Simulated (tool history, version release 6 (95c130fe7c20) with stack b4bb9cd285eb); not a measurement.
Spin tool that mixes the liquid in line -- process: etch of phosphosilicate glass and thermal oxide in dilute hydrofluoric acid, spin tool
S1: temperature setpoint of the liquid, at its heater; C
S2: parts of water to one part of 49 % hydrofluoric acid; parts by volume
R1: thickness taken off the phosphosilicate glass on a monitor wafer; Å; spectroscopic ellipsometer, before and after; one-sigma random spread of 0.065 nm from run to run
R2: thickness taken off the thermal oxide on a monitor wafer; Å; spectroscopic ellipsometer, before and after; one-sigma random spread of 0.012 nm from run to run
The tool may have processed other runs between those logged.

Run 1, hour 0.0: S1 21.0 C, S2 230 parts by volume, time under the liquid (s) 60. Result: R1 216.55 Å, R2 9.2635 Å.
Run 2, hour 6.8: S1 20.5 C, S2 250 parts by volume, time under the liquid (s) 60. Result: R1 190.05 Å, R2 8.8221 Å.
Run 3, hour 10.3: S1 21.0 C, S2 270 parts by volume, time under the liquid (s) 60. Result: R1 175.23 Å, R2 7.8732 Å.
Run 4, hour 17.9: S1 20.5 C, S2 285 parts by volume, time under the liquid (s) 60. Result: R1 163.70 Å, R2 7.2987 Å.
At hour 22.0: thermometer replaced.
Run 5, hour 22.0: S1 20.0 C, S2 300 parts by volume, time under the liquid (s) 60. Result: R1 141.93 Å, R2 6.3086 Å.
Run 6, hour 27.6: S1 19.5 C, S2 305 parts by volume, time under the liquid (s) 60. Result: R1 137.94 Å, R2 5.8755 Å.
Run 7, hour 31.0: S1 19.5 C, S2 305 parts by volume, time under the liquid (s) 60. Result: R1 138.02 Å, R2 5.8587 Å.
Run 8, hour 39.2: S1 19.5 C, S2 315 parts by volume, time under the liquid (s) 60. Result: R1 133.13 Å, R2 5.9112 Å.

The next listed run, before its measurement:
Run 9, hour 42.9: S1 19.0 C, S2 320 parts by volume, time under the liquid (s) 60. Result: R1 ?, R2 ?.

Run 9 came out at R1 127.75 Å, R2 5.7648 Å.

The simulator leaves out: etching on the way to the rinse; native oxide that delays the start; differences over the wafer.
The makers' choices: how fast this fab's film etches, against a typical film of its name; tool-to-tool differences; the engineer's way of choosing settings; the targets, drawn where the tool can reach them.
